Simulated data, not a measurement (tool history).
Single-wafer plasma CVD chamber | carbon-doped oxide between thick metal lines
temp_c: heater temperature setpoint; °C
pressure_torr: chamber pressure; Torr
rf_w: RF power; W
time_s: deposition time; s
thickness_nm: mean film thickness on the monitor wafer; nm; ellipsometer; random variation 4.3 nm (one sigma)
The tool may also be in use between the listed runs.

run	hour	temp_c	pressure_torr	rf_w	time_s	thickness_nm
1	0	370	5.71	455	190	948.75
2	7.5	369	5.92	460	190	959.64
3	16.5	369	5.92	460	181	910.3
4	19.4	369	5.92	405	181	802.51
5	24.5	379	5.92	405	181	783.56
6	25.1	379	5.43	405	181	773.98
7	28.8	376	5.67	415	181	804.8
8	35.8	364	6.81	490	182	1002.7

Forecast run 9:
9	40.4	363	6.87	490	182	?

{"run 9": {"thickness_nm": 999.58}}
